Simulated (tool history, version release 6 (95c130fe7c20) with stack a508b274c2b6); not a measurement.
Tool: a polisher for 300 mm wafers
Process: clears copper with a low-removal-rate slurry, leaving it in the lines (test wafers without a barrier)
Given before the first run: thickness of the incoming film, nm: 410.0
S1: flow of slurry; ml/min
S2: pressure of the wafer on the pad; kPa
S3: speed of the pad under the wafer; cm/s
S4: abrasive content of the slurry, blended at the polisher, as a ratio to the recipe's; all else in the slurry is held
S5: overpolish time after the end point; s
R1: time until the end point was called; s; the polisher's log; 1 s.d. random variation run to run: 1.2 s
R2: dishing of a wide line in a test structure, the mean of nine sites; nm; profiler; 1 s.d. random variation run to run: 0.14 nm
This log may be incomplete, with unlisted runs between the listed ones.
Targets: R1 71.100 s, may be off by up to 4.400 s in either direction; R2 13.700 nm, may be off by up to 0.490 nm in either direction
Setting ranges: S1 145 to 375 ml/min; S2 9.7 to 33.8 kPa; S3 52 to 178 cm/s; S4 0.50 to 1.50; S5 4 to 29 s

run 1 hour=0.0 | S1=240 S2=21.4 S3=114 S4=1.00 S5=15 | R1=93.406 R2=29.328
run 2 hour=7.2 | S1=245 S2=18.6 S3=124 S4=1.00 S5=13 | R1=93.656 R2=26.213
run 3 hour=7.7 | S1=245 S2=18.6 S3=124 S4=1.15 S5=13 | R1=93.149 R2=26.534
run 4 hour=12.2 | S1=245 S2=18.6 S3=138 S4=1.15 S5=13 | R1=82.451 R2=28.747
run 5 hour=19.9 | S1=275 S2=16.5 S3=142 S4=1.00 S5=11 | R1=91.333 R2=23.933
run 6 hour=28.8 | S1=215 S2=16.5 S3=142 S4=1.00 S5=11 | R1=95.210 R2=23.824
run 7 hour=31.1 | S1=250 S2=15.2 S3=150 S4=0.90 S5=9 | R1=97.125 R2=19.907
run 8 hour=35.8 | S1=275 S2=15.2 S3=156 S4=0.80 S5=8 | R1=97.904 R2=18.813
run 9 hour=42.1 | S1=295 S2=15.2 S3=160 S4=0.75 S5=7 | R1=95.111 R2=17.230

Exactly one of the 5 candidate moves below puts every result within its allowed miss. Which one?
run A hour=48.4 | S1=270 S2=13.1 S3=124 S4=0.70 S5=9 | R1=? R2=?
run B hour=48.4 | S1=310 S2=15.2 S3=178 S4=0.75 S5=4 | R1=? R2=?
run C hour=48.4 | S1=300 S2=20.7 S3=164 S4=0.75 S5=4 | R1=? R2=?
run D hour=48.4 | S1=310 S2=10.3 S3=150 S4=0.50 S5=17 | R1=? R2=?
run E hour=48.4 | S1=310 S2=13.1 S3=170 S4=0.65 S5=12 | R1=? R2=?

move=A R1=139.780 R2=15.244
move=B R1=86.349 R2=11.637
move=C R1=72.211 R2=13.576
move=D R1=153.330 R2=22.611
move=E R1=105.460 R2=23.168
A: the biggest miss grows against the last run
B: moves the result that the last run missed by most past its target, out the other side
C: all results in spec
D: the biggest miss grows against the last run
E: the biggest miss grows against the last run
Correct choice: C, which meets every target
